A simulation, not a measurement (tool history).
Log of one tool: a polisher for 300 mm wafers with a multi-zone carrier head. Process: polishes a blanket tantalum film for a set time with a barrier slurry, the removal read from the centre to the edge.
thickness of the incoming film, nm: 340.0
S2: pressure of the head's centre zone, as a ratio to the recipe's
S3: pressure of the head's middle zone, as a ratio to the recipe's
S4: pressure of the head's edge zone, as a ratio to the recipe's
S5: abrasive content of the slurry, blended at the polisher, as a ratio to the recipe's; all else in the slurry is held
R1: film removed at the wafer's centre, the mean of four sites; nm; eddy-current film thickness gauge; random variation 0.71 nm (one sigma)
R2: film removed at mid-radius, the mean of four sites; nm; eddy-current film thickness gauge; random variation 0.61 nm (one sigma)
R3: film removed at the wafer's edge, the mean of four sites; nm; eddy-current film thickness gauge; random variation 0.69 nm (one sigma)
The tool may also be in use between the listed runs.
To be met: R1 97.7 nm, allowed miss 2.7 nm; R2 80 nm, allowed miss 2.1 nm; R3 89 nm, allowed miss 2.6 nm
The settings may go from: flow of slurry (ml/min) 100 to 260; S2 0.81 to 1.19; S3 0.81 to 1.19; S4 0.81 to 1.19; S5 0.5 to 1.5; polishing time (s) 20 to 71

Run 1, day 0: flow of slurry (ml/min) 165, S2 1, S3 1, S4 1, S5 1, polishing time (s) 45. Result: R1 100.53 nm, R2 97.67 nm, R3 99.761 nm.
Run 2, day 0.142: flow of slurry (ml/min) 165, S2 1.05, S3 1, S4 1, S5 1, polishing time (s) 45. Result: R1 105.48 nm, R2 98.56 nm, R3 99.617 nm.
Run 3, day 0.225: flow of slurry (ml/min) 155, S2 1.05, S3 0.97, S4 0.98, S5 1, polishing time (s) 45. Result: R1 105.33 nm, R2 94.698 nm, R3 97.642 nm.
Run 4, day 0.558: flow of slurry (ml/min) 115, S2 1.05, S3 0.97, S4 0.98, S5 1, polishing time (s) 45. Result: R1 99.289 nm, R2 91.495 nm, R3 95.84 nm.
Run 5, day 0.646: flow of slurry (ml/min) 115, S2 1.05, S3 0.95, S4 0.97, S5 1, polishing time (s) 45. Result: R1 99.658 nm, R2 90.152 nm, R3 92.71 nm.
Run 6, day 1: flow of slurry (ml/min) 115, S2 1.05, S3 0.93, S4 0.98, S5 1, polishing time (s) 45. Result: R1 98.407 nm, R2 88.813 nm, R3 94.57 nm.
Run 7, day 1.05: flow of slurry (ml/min) 115, S2 1.05, S3 0.91, S4 0.97, S5 1, polishing time (s) 45. Result: R1 99.763 nm, R2 87.183 nm, R3 94.143 nm.
Run 8, day 1.117: flow of slurry (ml/min) 115, S2 1.05, S3 0.9, S4 0.96, S5 1, polishing time (s) 45. Result: R1 99.625 nm, R2 85.486 nm, R3 93.997 nm.

5 next moves are on the table. One of them brings every result within its allowed miss. Which?
Run A, day 1.183: flow of slurry (ml/min) 140, S2 1.19, S3 0.82, S4 0.81, S5 0.8, polishing time (s) 44. Result: R1 ?, R2 ?, R3 ?.
Run B, day 1.183: flow of slurry (ml/min) 115, S2 0.93, S3 0.86, S4 1.01, S5 1, polishing time (s) 50. Result: R1 ?, R2 ?, R3 ?.
Run C, day 1.183: flow of slurry (ml/min) 155, S2 1.17, S3 0.9, S4 0.92, S5 1.1, polishing time (s) 37. Result: R1 ?, R2 ?, R3 ?.
Run D, day 1.183: flow of slurry (ml/min) 135, S2 1.07, S3 0.86, S4 0.93, S5 1, polishing time (s) 42. Result: R1 ?, R2 ?, R3 ?.
Run E, day 1.183: flow of slurry (ml/min) 150, S2 1.19, S3 0.86, S4 0.94, S5 0.95, polishing time (s) 40. Result: R1 ?, R2 ?, R3 ?.

move      R1      R2      R3
   A  103.06  73.795  82.121
   B  98.116  92.114  105.92
   C  97.261  75.926  80.966
   D  96.383  79.167  88.252
   E  101.26  75.123  83.705
A: takes the result that was furthest off past its target
B: further off than the last run
C: takes the result that was furthest off past its target
D: meets every target
E: takes the result that was furthest off past its target
Answer: D
